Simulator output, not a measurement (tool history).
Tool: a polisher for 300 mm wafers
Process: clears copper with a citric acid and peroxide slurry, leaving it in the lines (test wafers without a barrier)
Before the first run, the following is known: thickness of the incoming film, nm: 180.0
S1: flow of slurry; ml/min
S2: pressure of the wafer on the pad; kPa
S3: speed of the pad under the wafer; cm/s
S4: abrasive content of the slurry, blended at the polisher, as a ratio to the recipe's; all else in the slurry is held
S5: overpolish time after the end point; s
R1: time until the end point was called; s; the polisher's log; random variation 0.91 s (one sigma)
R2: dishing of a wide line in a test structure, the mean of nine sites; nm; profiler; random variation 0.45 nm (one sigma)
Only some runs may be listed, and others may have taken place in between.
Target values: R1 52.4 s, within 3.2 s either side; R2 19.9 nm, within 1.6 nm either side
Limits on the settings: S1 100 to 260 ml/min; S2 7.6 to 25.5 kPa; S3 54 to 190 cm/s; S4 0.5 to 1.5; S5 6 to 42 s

run	day	S1	S2	S3	S4	S5	R1	R2
1	0	165	16.5	122	1	21	65.231	32.874
2	0.212	165	20	122	1	21	53.657	37.542
3	0.429	165	22.1	122	1	21	50.2	40.268
4	0.738	130	22.1	122	1	21	51.034	39.114
5	0.933	130	24.8	122	1	21	45.277	42.814
6	1.021	130	24.8	122	0.8	21	48.589	39.507
7	1.296	120	24.8	124	0.7	16	49.612	33.662
8	1.604	170	20.7	128	0.95	6	52.596	13.916
9	1.671	140	22.8	124	0.75	11	51.027	23.939
10	1.846	145	22.8	124	0.75	10	51.286	22.337

Exercise: of the 5 proposed moves below, exactly one satisfies all targets within the stated allowed misses. Which move is it?
A	2.021	150	20.7	130	0.85	9	?	?
B	2.021	155	25.5	114	0.85	10	?	?
C	2.021	160	24.1	126	0.75	12	?	?
D	2.021	110	20	144	0.8	14	?	?
E	2.021	125	24.1	128	0.7	11	?	?

move	R1	R2
A	51.802	20.417
B	47.791	23.971
C	47.08	28.023
D	51.044	29.433
E	48.554	25.522
A: all results land within tolerance of their targets
B: its largest miss is bigger than the last run's
C: its largest miss is bigger than the last run's
D: its largest miss is bigger than the last run's
E: its largest miss is bigger than the last run's
Go with A: it meets all targets.
